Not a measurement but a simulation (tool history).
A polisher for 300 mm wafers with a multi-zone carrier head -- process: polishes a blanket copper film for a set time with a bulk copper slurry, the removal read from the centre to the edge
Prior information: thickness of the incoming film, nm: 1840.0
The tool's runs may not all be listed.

run,day,flow of slurry (ml/min),pressure of the head's centre zone,pressure of the head's middle zone,pressure of the head's edge zone,abrasive content of the slurry,polishing time (s),film removed at the wafer's centre (Å),film removed at mid-radius (Å),film removed at the wafer's edge (Å)
1,0,145,1,1,1,1,45,5590.2,5832.7,5752.2
2,0.179,145,1,1,1,1,38,4807.9,4813.9,4936.7
3,0.296,145,0.93,1,1,1,38,4397.6,4814.5,4977.4
4,0.362,155,0.97,1,1.02,1.1,40,5018.4,5282.4,5450.8
5,0.717,165,1.01,1.01,1.04,1.15,41,5454,5585.3,5732.8
6,0.754,165,1.05,1.01,1.04,1.15,41,5790.2,5573.2,5724

Estimate the outcome of run 7 from the log above:
7,0.8,175,1.07,1.02,1.05,1.2,42,?,?,?

{"run 7": {"film removed at the wafer's centre (Å)": 6150.1, "film removed at mid-radius (Å)": 5865.1, "film removed at the wafer's edge (Å)": 5867.5}}
